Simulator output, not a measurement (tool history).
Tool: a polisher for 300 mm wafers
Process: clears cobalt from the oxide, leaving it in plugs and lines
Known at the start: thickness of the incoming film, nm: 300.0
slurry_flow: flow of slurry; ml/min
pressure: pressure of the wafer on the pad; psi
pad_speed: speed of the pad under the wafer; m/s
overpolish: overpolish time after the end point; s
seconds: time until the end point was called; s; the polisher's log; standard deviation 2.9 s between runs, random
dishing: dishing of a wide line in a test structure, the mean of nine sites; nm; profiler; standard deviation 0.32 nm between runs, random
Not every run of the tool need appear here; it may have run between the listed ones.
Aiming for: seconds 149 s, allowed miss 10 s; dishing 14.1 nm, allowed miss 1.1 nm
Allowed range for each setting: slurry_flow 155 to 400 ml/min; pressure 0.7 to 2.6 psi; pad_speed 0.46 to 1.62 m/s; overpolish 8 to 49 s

run 1 hour=0 | slurry_flow=255 pressure=1.6 pad_speed=1.04 overpolish=25 | seconds=75.697 dishing=53.715
run 2 hour=8.7 | slurry_flow=245 pressure=1.4 pad_speed=0.96 overpolish=21 | seconds=88.845 dishing=44.972
run 3 hour=10.5 | slurry_flow=225 pressure=1.2 pad_speed=0.86 overpolish=18 | seconds=112.4 dishing=34.367
run 4 hour=11.9 | slurry_flow=225 pressure=1.2 pad_speed=0.7 overpolish=18 | seconds=133.02 dishing=30.047
run 5 hour=13.8 | slurry_flow=210 pressure=1.2 pad_speed=0.64 overpolish=16 | seconds=148.5 dishing=24.83
run 6 hour=16.8 | slurry_flow=185 pressure=1.2 pad_speed=0.64 overpolish=16 | seconds=154.8 dishing=24.225
run 7 hour=19.9 | slurry_flow=180 pressure=1.3 pad_speed=0.6 overpolish=14 | seconds=149.76 dishing=23.432
run 8 hour=28.6 | slurry_flow=175 pressure=1.3 pad_speed=0.56 overpolish=13 | seconds=156.13 dishing=19.585
run 9 hour=34.6 | slurry_flow=170 pressure=1.4 pad_speed=0.54 overpolish=12 | seconds=156.28 dishing=19.545
run 10 hour=36.5 | slurry_flow=165 pressure=1.5 pad_speed=0.52 overpolish=11 | seconds=146.7 dishing=17.726
run 11 hour=42.3 | slurry_flow=165 pressure=1.5 pad_speed=0.5 overpolish=10 | seconds=154.34 dishing=16.593

Pick the move, out of 4, that brings all results within their allowed miss; only one does.
run A hour=48.1 | slurry_flow=165 pressure=1.7 pad_speed=0.48 overpolish=8 | seconds=? dishing=?
run B hour=48.1 | slurry_flow=165 pressure=1.4 pad_speed=0.46 overpolish=8 | seconds=? dishing=?
run C hour=48.1 | slurry_flow=190 pressure=1.5 pad_speed=0.5 overpolish=10 | seconds=? dishing=?
run D hour=48.1 | slurry_flow=155 pressure=1.4 pad_speed=0.46 overpolish=10 | seconds=? dishing=?

move=A seconds=145.36 dishing=14.195
move=B seconds=177.56 dishing=11.868
move=C seconds=152.65 dishing=16.549
move=D seconds=179.81 dishing=14.34
A: every result within its allowed miss
B: pushes the last run's worst result past its target
C: about as far from the targets as the last run
D: gets the furthest-off result to its target, but another result is out of tolerance
So the answer is move A, the one that meets all the targets.
